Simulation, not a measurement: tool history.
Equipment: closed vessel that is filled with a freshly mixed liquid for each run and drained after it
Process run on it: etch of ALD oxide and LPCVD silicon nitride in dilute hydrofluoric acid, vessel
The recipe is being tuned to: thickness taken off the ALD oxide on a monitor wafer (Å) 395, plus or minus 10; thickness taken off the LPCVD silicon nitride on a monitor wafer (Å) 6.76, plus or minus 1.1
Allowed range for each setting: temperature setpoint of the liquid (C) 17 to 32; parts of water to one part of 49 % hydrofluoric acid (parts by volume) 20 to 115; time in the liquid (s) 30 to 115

run,hour,temperature setpoint of the liquid (C),parts of water to one part of 49 % hydrofluoric acid (parts by volume),time in the liquid (s),thickness taken off the ALD oxide on a monitor wafer (Å),thickness taken off the LPCVD silicon nitride on a monitor wafer (Å)
1,0,24,65,60,237.89,5.1861
2,9.3,25,60,60,272.08,5.5468
3,15.3,25,45,60,371.35,7.6463
4,17.8,25,25,60,685.67,13.108
5,19.5,23,30,60,521.47,10.823
6,23,22,30,60,496.42,10.407
7,26.4,21,30,60,480.89,8.1784
8,34.9,20.5,30,60,469.49,8.7142
9,38.4,19.5,30,60,450.35,7.6826
10,40.3,19,30,60,439.06,7.9481

Consider the 5 candidate settings below. Which is the only one whose results all fall within their allowed miss of target?
A,42.2,21.5,50,105,?,?
B,42.2,30,55,70,?,?
C,42.2,26,65,95,?,?
D,42.2,19.5,20,35,?,?
E,42.2,28,60,80,?,?

move,thickness taken off the ALD oxide on a monitor wafer (Å),thickness taken off the LPCVD silicon nitride on a monitor wafer (Å)
A,505.43,9.2712
B,429.24,9.904
C,414.82,8.7807
D,401.09,6.4978
E,412.63,9.1235
A: moves away from the targets compared with the last run
B: better than the last run, though not everything is in spec
C: better than the last run, though not everything is in spec
D: every result within its allowed miss
E: better than the last run, though not everything is in spec
The right move is D.
